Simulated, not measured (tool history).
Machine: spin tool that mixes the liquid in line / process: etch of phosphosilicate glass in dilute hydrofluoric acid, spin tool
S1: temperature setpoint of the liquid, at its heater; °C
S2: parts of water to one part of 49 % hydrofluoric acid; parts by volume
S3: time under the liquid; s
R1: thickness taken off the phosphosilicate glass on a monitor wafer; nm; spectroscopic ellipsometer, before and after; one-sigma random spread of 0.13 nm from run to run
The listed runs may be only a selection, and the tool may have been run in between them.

run  hour    S1  S2  S3      R1
  1   0.0  25.0  65  20  17.680
  2   8.9  25.0  65  15  13.281
  3  14.8  25.0  65  20  17.790
  4  19.4  28.5  65  20  20.478
  5  21.0  27.0  65  20  18.974
  6  23.5  27.0  75  20  16.569
  7  27.6  26.5  75  20  16.026
  8  29.9  26.0  75  20  15.977

Predict the results of run 9:
  9  38.3  22.5  75  20   ?

{"run 9": {"R1": 13.61}}
